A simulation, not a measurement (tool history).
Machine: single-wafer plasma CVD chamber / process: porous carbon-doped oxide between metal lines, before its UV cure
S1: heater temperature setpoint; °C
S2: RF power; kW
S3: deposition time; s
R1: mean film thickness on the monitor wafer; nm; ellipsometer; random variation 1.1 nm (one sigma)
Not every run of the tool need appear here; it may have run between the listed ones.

run,day,S1,S2,S3,R1
1,0,305,0.375,57.4,222.39
2,0.033,305,0.345,57.4,210.24
3,0.142,305,0.345,57.4,209.78
4,0.346,307,0.345,57.4,206.07
5,0.633,307,0.345,57.4,206.55
6,0.75,313,0.345,57.4,201.6
7,0.954,314,0.345,57.4,198.17
8,1.108,315,0.345,57.4,197.08

Run 9 is up next; what results do you expect?
9,1.471,316,0.345,57.4,?

Run 9 yielded R1 196.79 nm.

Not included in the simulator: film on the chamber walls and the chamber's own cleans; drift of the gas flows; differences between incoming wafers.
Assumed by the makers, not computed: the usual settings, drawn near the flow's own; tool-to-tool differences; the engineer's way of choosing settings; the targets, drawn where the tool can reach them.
